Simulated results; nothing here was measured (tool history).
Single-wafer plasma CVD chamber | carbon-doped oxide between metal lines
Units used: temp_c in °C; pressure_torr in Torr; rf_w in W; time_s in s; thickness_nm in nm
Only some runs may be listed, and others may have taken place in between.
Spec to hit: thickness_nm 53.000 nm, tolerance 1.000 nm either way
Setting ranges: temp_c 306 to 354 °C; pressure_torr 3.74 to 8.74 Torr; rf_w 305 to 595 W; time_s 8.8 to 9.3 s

run 1 day=0.000 | temp_c=330 pressure_torr=6.24 rf_w=450 time_s=9.3 | thickness_nm=46.540
run 2 day=0.058 | temp_c=330 pressure_torr=5.76 rf_w=450 time_s=9.3 | thickness_nm=45.890
run 3 day=0.408 | temp_c=330 pressure_torr=4.80 rf_w=450 time_s=9.3 | thickness_nm=45.228
run 4 day=0.775 | temp_c=330 pressure_torr=4.80 rf_w=450 time_s=9.3 | thickness_nm=45.093
run 5 day=0.921 | temp_c=326 pressure_torr=5.21 rf_w=465 time_s=9.3 | thickness_nm=47.369
run 6 day=1.062 | temp_c=322 pressure_torr=5.21 rf_w=465 time_s=9.3 | thickness_nm=47.811
run 7 day=1.425 | temp_c=320 pressure_torr=5.47 rf_w=475 time_s=9.3 | thickness_nm=49.425
run 8 day=1.596 | temp_c=318 pressure_torr=5.64 rf_w=480 time_s=9.3 | thickness_nm=50.571
run 9 day=1.767 | temp_c=316 pressure_torr=5.74 rf_w=480 time_s=9.3 | thickness_nm=50.778
run 10 day=1.954 | temp_c=316 pressure_torr=5.74 rf_w=480 time_s=9.3 | thickness_nm=50.316
run 11 day=2.017 | temp_c=315 pressure_torr=5.86 rf_w=485 time_s=9.3 | thickness_nm=50.882
run 12 day=2.362 | temp_c=314 pressure_torr=5.93 rf_w=490 time_s=9.3 | thickness_nm=51.886

Pick the move, out of 5, that brings all results within their allowed miss; only one does.
run A day=2.708 | temp_c=318 pressure_torr=5.88 rf_w=510 time_s=9.0 | thickness_nm=?
run B day=2.708 | temp_c=320 pressure_torr=5.64 rf_w=505 time_s=9.0 | thickness_nm=?
run C day=2.708 | temp_c=313 pressure_torr=5.89 rf_w=490 time_s=9.0 | thickness_nm=?
run D day=2.708 | temp_c=318 pressure_torr=6.11 rf_w=485 time_s=9.0 | thickness_nm=?
run E day=2.708 | temp_c=314 pressure_torr=5.65 rf_w=505 time_s=9.3 | thickness_nm=?

move=A thickness_nm=51.026
move=B thickness_nm=50.135
move=C thickness_nm=50.580
move=D thickness_nm=49.505
move=E thickness_nm=52.903
A: moves away from the targets compared with the last run
B: moves away from the targets compared with the last run
C: moves away from the targets compared with the last run
D: moves away from the targets compared with the last run
E: meets every target
Move E is the one to make.
